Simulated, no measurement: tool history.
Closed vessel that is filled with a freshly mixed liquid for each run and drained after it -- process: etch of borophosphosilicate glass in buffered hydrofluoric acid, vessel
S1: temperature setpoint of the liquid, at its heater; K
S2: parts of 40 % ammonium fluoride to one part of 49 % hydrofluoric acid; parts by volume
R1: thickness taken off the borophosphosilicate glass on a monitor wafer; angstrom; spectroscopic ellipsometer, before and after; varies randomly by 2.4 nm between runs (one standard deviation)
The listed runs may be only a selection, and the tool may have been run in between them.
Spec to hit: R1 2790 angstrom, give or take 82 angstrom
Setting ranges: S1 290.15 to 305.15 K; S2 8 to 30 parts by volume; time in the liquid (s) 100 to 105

{"run": 1, "hour": 0.0, "S1": 297.15, "S2": 21.5, "time in the liquid (s)": 100, "R1": 1209}
{"run": 2, "hour": 5.4, "S1": 298.15, "S2": 20, "time in the liquid (s)": 100, "R1": 1349.2}
{"run": 3, "hour": 12.5, "S1": 298.15, "S2": 15.5, "time in the liquid (s)": 100, "R1": 1705.9}
{"run": 4, "hour": 18.0, "S1": 299.15, "S2": 15, "time in the liquid (s)": 100, "R1": 1855.1}
{"run": 5, "hour": 19.0, "S1": 301.65, "S2": 15, "time in the liquid (s)": 100, "R1": 2139.8}
{"run": 6, "hour": 22.3, "S1": 301.65, "S2": 15, "time in the liquid (s)": 100, "R1": 2164.9}
{"run": 7, "hour": 24.8, "S1": 302.15, "S2": 15, "time in the liquid (s)": 100, "R1": 2211.5}
{"run": 8, "hour": 33.4, "S1": 302.65, "S2": 15, "time in the liquid (s)": 100, "R1": 2290}
{"run": 9, "hour": 38.3, "S1": 303.15, "S2": 15, "time in the liquid (s)": 100, "R1": 2334.2}
{"run": 10, "hour": 41.0, "S1": 304.15, "S2": 14, "time in the liquid (s)": 100, "R1": 2672.8}
{"run": 11, "hour": 49.8, "S1": 304.15, "S2": 14, "time in the liquid (s)": 100, "R1": 2604.9}

Exercise: of the 4 proposed moves below, exactly one satisfies all targets within the stated allowed misses. Which move is it?
{"run": "A", "hour": 58.6, "S1": 303.65, "S2": 14.5, "time in the liquid (s)": 100, "R1": "?"}
{"run": "B", "hour": 58.6, "S1": 305.15, "S2": 16, "time in the liquid (s)": 100, "R1": "?"}
{"run": "C", "hour": 58.6, "S1": 303.15, "S2": 12.5, "time in the liquid (s)": 105, "R1": "?"}
{"run": "D", "hour": 58.6, "S1": 303.15, "S2": 12.5, "time in the liquid (s)": 100, "R1": "?"}

move=A R1=2492.7
move=B R1=2445.4
move=C R1=2950.4
move=D R1=2809.9
A: moves away from the targets compared with the last run
B: moves away from the targets compared with the last run
C: moves the result that the last run missed by most past its target, out the other side
D: each result inside its tolerance
D is the move that brings every result within its allowed miss.

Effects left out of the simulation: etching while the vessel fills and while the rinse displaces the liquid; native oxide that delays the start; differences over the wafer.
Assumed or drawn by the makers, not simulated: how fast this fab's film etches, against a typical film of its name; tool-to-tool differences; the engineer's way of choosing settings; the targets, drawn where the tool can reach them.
